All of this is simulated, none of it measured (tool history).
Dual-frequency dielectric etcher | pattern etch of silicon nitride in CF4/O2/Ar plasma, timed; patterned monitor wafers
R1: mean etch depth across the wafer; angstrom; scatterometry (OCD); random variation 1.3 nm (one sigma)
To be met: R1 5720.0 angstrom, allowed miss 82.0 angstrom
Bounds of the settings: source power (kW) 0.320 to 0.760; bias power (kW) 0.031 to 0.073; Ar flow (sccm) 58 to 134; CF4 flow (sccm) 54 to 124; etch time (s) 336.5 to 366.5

{"run": 1, "hour": 0.0, "source power (kW)": 0.54, "bias power (kW)": 0.052, "Ar flow (sccm)": 96, "CF4 flow (sccm)": 89, "etch time (s)": 366.5, "R1": 7015.2}
{"run": 2, "hour": 3.8, "source power (kW)": 0.54, "bias power (kW)": 0.052, "Ar flow (sccm)": 102, "CF4 flow (sccm)": 89, "etch time (s)": 366.5, "R1": 6985.3}
{"run": 3, "hour": 6.0, "source power (kW)": 0.54, "bias power (kW)": 0.061, "Ar flow (sccm)": 102, "CF4 flow (sccm)": 89, "etch time (s)": 366.5, "R1": 7538.1}
{"run": 4, "hour": 7.3, "source power (kW)": 0.54, "bias power (kW)": 0.069, "Ar flow (sccm)": 102, "CF4 flow (sccm)": 89, "etch time (s)": 366.5, "R1": 7937.2}
{"run": 5, "hour": 8.3, "source power (kW)": 0.54, "bias power (kW)": 0.069, "Ar flow (sccm)": 108, "CF4 flow (sccm)": 89, "etch time (s)": 366.5, "R1": 7923.0}
{"run": 6, "hour": 15.2, "source power (kW)": 0.54, "bias power (kW)": 0.069, "Ar flow (sccm)": 117, "CF4 flow (sccm)": 89, "etch time (s)": 366.5, "R1": 7847.4}
{"run": 7, "hour": 18.7, "source power (kW)": 0.54, "bias power (kW)": 0.069, "Ar flow (sccm)": 117, "CF4 flow (sccm)": 89, "etch time (s)": 366.5, "R1": 7791.3}
{"run": 8, "hour": 21.2, "source power (kW)": 0.54, "bias power (kW)": 0.069, "Ar flow (sccm)": 117, "CF4 flow (sccm)": 89, "etch time (s)": 366.5, "R1": 7838.4}
{"run": 9, "hour": 23.1, "source power (kW)": 0.48, "bias power (kW)": 0.069, "Ar flow (sccm)": 117, "CF4 flow (sccm)": 89, "etch time (s)": 366.5, "R1": 7319.6}
{"run": 10, "hour": 25.9, "source power (kW)": 0.43, "bias power (kW)": 0.066, "Ar flow (sccm)": 118, "CF4 flow (sccm)": 88, "etch time (s)": 366.5, "R1": 6733.1}

5 next moves are on the table. One of them brings every result within its allowed miss. Which?
{"run": "A", "hour": 28.7, "source power (kW)": 0.37, "bias power (kW)": 0.061, "Ar flow (sccm)": 112, "CF4 flow (sccm)": 99, "etch time (s)": 341.5, "R1": "?"}
{"run": "B", "hour": 28.7, "source power (kW)": 0.4, "bias power (kW)": 0.061, "Ar flow (sccm)": 114, "CF4 flow (sccm)": 79, "etch time (s)": 354.5, "R1": "?"}
{"run": "C", "hour": 28.7, "source power (kW)": 0.41, "bias power (kW)": 0.062, "Ar flow (sccm)": 104, "CF4 flow (sccm)": 77, "etch time (s)": 342.0, "R1": "?"}
{"run": "D", "hour": 28.7, "source power (kW)": 0.37, "bias power (kW)": 0.067, "Ar flow (sccm)": 113, "CF4 flow (sccm)": 89, "etch time (s)": 345.5, "R1": "?"}
{"run": "E", "hour": 28.7, "source power (kW)": 0.41, "bias power (kW)": 0.06, "Ar flow (sccm)": 112, "CF4 flow (sccm)": 89, "etch time (s)": 342.0, "R1": "?"}

move=A R1=5714.7
move=B R1=5964.4
move=C R1=5924.5
move=D R1=5956.5
move=E R1=5898.3
A: meets every target
B: nearer than the last run, and not there yet
C: nearer than the last run, and not there yet
D: nearer than the last run, and not there yet
E: nearer than the last run, and not there yet
The right move is A.

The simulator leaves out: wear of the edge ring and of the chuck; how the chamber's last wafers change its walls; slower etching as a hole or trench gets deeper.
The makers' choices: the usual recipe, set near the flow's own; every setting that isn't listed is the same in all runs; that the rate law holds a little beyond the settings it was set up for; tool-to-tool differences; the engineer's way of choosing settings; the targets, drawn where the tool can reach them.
